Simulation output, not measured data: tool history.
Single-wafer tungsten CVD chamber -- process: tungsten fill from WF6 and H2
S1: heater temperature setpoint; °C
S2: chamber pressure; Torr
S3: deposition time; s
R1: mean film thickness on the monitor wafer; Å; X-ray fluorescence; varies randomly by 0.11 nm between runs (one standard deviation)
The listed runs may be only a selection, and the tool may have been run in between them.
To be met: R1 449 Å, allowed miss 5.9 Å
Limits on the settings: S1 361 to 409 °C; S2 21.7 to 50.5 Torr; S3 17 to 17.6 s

run  hour   S1    S2  S3      R1
  1     0  385  36.1  17  394.65
  2   2.8  381  36.1  17  360.22
  3  10.8  381  38.3  17  367.12
  4  16.7  382  38.3  17  376.41
  5  22.6  375  38.3  17  319.93
  6  26.4  377  38.3  17  334.91
  7  31.7  378  38.3  17  342.04
  8  32.9  379  38.3  17  351.91
  9  37.9  380  38.3  17  358.95
 10  42.9  392  38.5  17  469.61
 11    45  391  38.5  17  460.73

Consider the 4 candidate settings below. Which is the only one whose results all fall within their allowed miss of target?
  A  47.1  389  43.1  17   ?
  B  47.1  387  45.8  17   ?
  C  47.1  391  39.3  17   ?
  D  47.1  386  42.9  17   ?

move      R1
   A  460.64
   B  450.77
   C  464.74
   D  429.92
A: neither nearer nor further off than the last run
B: in spec on every target
C: the biggest miss grows against the last run
D: takes the result that was furthest off past its target
Answer: B
